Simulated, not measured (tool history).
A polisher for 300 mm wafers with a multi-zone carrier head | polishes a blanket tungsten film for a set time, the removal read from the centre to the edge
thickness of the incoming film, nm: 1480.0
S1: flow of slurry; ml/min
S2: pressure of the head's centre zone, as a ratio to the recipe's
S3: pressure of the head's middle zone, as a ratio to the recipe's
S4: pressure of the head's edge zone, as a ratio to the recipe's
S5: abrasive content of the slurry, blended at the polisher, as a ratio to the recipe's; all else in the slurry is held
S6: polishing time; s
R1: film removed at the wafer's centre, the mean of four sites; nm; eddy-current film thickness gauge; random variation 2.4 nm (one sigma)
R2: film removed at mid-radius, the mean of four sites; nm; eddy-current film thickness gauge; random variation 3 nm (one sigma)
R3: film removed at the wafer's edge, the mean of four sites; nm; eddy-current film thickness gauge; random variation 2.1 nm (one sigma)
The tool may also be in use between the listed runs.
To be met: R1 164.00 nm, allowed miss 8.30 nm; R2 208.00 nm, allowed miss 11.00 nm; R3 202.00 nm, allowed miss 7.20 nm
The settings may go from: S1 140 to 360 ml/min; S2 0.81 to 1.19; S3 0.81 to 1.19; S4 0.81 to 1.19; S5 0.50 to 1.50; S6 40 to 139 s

run    day   S1    S2    S3    S4    S5  S6      R1      R2      R3
  1  0.000  230  1.00  1.00  1.00  1.00  89  309.03  304.91  313.55
  2  0.121  220  0.94  1.01  0.99  0.85  81  258.14  284.58  272.74
  3  0.475  210  0.90  0.99  1.01  0.75  74  211.91  243.83  248.11
  4  0.662  210  0.90  0.99  1.01  0.75  66  194.14  218.65  221.65
  5  0.971  210  0.90  0.99  1.01  0.75  50  148.57  162.86  169.64
  6  1.246  175  0.90  0.99  1.01  0.75  50  144.11  161.34  165.07
  7  1.508  240  0.89  1.09  1.11  1.00  53  166.89  193.95  196.87
  8  1.758  240  0.88  1.10  1.11  1.00  53  164.08  197.56  193.76

4 next moves are on the table. One of them brings every result within its allowed miss. Which?
  A  2.008  225  0.93  1.09  1.05  0.75  59   ?   ?   ?
  B  2.008  255  1.05  1.13  1.04  0.85  52   ?   ?   ?
  C  2.008  295  0.84  1.11  1.06  1.00  54   ?   ?   ?
  D  2.008  250  0.90  1.10  1.09  1.20  49   ?   ?   ?

move      R1      R2      R3
   A  181.78  203.82  204.33
   B  187.57  189.60  184.72
   C  162.45  203.45  201.33
   D  160.65  186.94  189.38
A: brings the result that was furthest off to its target, and leaves another outside
B: further off than the last run
C: meets every target
D: further off than the last run
The right move is C.
